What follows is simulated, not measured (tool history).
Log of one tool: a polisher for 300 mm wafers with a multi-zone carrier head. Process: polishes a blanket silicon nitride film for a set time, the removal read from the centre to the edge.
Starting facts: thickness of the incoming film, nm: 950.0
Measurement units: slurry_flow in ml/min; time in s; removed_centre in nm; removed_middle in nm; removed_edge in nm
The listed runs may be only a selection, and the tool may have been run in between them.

{"run": 1, "hour": 0.0, "slurry_flow": 155, "centre_zone": 1, "middle_zone": 1, "edge_zone": 1, "time": 79, "removed_centre": 171.53, "removed_middle": 165.67, "removed_edge": 162.58}
{"run": 2, "hour": 4.8, "slurry_flow": 155, "centre_zone": 1, "middle_zone": 1, "edge_zone": 1.08, "time": 79, "removed_centre": 168.86, "removed_middle": 168.07, "removed_edge": 166.62}
{"run": 3, "hour": 11.0, "slurry_flow": 155, "centre_zone": 0.99, "middle_zone": 1.04, "edge_zone": 1.04, "time": 66, "removed_centre": 144.88, "removed_middle": 149.55, "removed_edge": 135.14}
{"run": 4, "hour": 11.9, "slurry_flow": 155, "centre_zone": 0.99, "middle_zone": 0.99, "edge_zone": 1.04, "time": 66, "removed_centre": 144.18, "removed_middle": 139.16, "removed_edge": 135.75}
{"run": 5, "hour": 18.7, "slurry_flow": 150, "centre_zone": 0.95, "middle_zone": 1, "edge_zone": 1.01, "time": 59, "removed_centre": 121.06, "removed_middle": 125.8, "removed_edge": 117.82}
{"run": 6, "hour": 22.6, "slurry_flow": 150, "centre_zone": 0.95, "middle_zone": 1, "edge_zone": 0.97, "time": 59, "removed_centre": 120.8, "removed_middle": 123.05, "removed_edge": 116.01}
{"run": 7, "hour": 24.6, "slurry_flow": 135, "centre_zone": 0.91, "middle_zone": 1.09, "edge_zone": 0.87, "time": 46, "removed_centre": 89.388, "removed_middle": 104.7, "removed_edge": 85.305}

What will run 8 give?
{"run": 8, "hour": 26.8, "slurry_flow": 150, "centre_zone": 0.91, "middle_zone": 1.07, "edge_zone": 0.9, "time": 46, "removed_centre": "?", "removed_middle": "?", "removed_edge": "?"}

{"run 8": {"removed_centre": 91.772, "removed_middle": 106.96, "removed_edge": 87.887}}
